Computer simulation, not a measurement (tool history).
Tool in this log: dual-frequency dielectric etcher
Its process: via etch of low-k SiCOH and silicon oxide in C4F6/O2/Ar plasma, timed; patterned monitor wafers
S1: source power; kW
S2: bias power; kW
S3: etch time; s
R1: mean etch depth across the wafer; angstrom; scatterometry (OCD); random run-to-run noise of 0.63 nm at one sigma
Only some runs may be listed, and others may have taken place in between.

run 1 hour=0.0 | S1=0.300 S2=0.163 S3=65.5 | R1=1611.8
run 2 hour=6.9 | S1=0.270 S2=0.157 S3=65.5 | R1=1537.0
run 3 hour=15.8 | S1=0.240 S2=0.157 S3=65.5 | R1=1438.6
run 4 hour=24.2 | S1=0.240 S2=0.169 S3=65.5 | R1=1451.3
run 5 hour=24.8 | S1=0.230 S2=0.168 S3=65.5 | R1=1419.3
run 6 hour=25.6 | S1=0.230 S2=0.196 S3=65.5 | R1=1474.2
run 7 hour=33.9 | S1=0.220 S2=0.194 S3=65.5 | R1=1443.5

For run 8, what comes out?
run 8 hour=41.5 | S1=0.210 S2=0.193 S3=65.5 | R1=?

{"run 8": {"R1": 1393.2}}

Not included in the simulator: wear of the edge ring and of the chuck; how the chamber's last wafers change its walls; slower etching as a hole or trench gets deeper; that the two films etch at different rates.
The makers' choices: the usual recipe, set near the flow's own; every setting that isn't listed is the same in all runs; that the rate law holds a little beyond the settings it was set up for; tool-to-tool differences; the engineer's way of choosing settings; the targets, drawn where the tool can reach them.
